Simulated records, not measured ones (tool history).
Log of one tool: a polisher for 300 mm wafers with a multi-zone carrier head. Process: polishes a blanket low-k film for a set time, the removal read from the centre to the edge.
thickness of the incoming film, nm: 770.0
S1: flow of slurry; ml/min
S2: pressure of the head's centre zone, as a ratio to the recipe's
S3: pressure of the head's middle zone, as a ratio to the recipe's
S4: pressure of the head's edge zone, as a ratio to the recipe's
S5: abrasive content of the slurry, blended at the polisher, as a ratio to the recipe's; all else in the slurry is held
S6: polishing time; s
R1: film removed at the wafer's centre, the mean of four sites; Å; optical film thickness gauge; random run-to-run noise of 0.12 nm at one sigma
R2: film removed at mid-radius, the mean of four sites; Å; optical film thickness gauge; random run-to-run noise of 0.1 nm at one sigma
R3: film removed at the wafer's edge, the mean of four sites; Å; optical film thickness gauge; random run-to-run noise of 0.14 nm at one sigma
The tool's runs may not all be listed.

run,day,S1,S2,S3,S4,S5,S6,R1,R2,R3
1,0,125,1,1,1,1,44,221.35,228.67,229.19
2,0.167,125,1,1.03,1,1,44,219.97,231.65,226.14
3,0.325,125,1,1.03,0.94,1,44,220.96,229.42,226.4
4,0.696,125,1,1.03,0.94,1,48,242.1,253.95,243.3
5,0.983,120,1.05,1,0.91,0.85,39,190.99,186.09,180.08
6,1.175,110,1.07,0.93,0.93,0.75,34,156.26,141.43,150.68
7,1.312,105,1.09,0.9,0.9,0.65,32,139.76,121.33,127.38
8,1.421,95,1.1,0.87,0.89,0.6,32,129.72,112.01,118.46
9,1.629,90,1.12,0.85,0.9,0.55,32,125.39,105.17,114.33

Run 10 comes next. What will it give?
10,2,85,1.13,0.84,0.9,0.55,32,?,?,?

R1: 125.76 Å
R2: 103.03 Å
R3: 113.58 Å
